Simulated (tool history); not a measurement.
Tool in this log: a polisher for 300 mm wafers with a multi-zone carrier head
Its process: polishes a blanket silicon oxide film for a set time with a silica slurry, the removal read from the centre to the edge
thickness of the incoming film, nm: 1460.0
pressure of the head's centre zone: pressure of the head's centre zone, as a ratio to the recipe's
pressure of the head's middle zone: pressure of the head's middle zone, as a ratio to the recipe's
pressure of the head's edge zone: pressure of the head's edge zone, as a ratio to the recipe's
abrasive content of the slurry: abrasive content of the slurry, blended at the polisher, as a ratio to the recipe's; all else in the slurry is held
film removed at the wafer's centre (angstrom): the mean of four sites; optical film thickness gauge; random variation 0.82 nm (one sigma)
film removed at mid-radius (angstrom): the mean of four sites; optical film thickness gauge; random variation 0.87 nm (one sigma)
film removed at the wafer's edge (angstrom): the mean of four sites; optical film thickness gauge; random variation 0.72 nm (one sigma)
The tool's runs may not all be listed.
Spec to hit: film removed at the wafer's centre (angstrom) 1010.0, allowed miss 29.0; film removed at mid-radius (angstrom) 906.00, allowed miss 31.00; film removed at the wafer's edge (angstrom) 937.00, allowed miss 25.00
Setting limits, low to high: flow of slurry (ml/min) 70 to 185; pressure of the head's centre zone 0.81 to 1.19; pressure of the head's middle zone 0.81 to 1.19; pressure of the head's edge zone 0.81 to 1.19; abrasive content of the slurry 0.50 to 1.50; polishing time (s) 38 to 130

run,hour,flow of slurry (ml/min),pressure of the head's centre zone,pressure of the head's middle zone,pressure of the head's edge zone,abrasive content of the slurry,polishing time (s),film removed at the wafer's centre (angstrom),film removed at mid-radius (angstrom),film removed at the wafer's edge (angstrom)
1,0.0,120,1.00,1.00,1.00,1.00,84,2647.6,2565.20,2567.80
2,2.9,120,1.00,1.00,1.00,1.00,64,2003.7,1965.40,1995.00
3,5.1,120,0.95,1.00,1.00,1.00,64,1911.3,1949.80,1994.30
4,7.1,110,0.96,0.98,0.96,0.90,59,1632.8,1608.30,1669.20
5,15.9,110,0.96,0.94,0.96,0.90,59,1642.8,1555.10,1643.50
6,18.0,105,0.96,0.93,0.93,0.80,56,1394.0,1301.60,1394.90
7,23.3,105,0.97,0.93,0.91,0.75,55,1306.6,1198.40,1265.40
8,26.6,100,0.97,0.93,0.89,0.70,55,1180.6,1119.50,1153.40

Pick the move, out of 4, that brings all results within their allowed miss; only one does.
A,29.9,100,1.18,1.16,0.81,0.50,70,?,?,?
B,29.9,105,1.07,0.83,0.88,0.70,51,?,?,?
C,29.9,95,1.11,0.81,0.94,0.75,41,?,?,?
D,29.9,105,0.99,0.90,0.81,0.80,40,?,?,?

move,film removed at the wafer's centre (angstrom),film removed at mid-radius (angstrom),film removed at the wafer's edge (angstrom)
A,1060.3,999.10,826.77
B,1214.5,954.72,1079.90
C,1071.1,797.35,948.57
D,1011.8,919.51,943.09
A: moves the result that the last run missed by most past its target, out the other side
B: nearer the targets than the last run, but a result is still out of spec
C: meets the target for the result that was furthest off, but another lies outside its allowed miss
D: each result inside its tolerance
D is the move that brings every result within its allowed miss.

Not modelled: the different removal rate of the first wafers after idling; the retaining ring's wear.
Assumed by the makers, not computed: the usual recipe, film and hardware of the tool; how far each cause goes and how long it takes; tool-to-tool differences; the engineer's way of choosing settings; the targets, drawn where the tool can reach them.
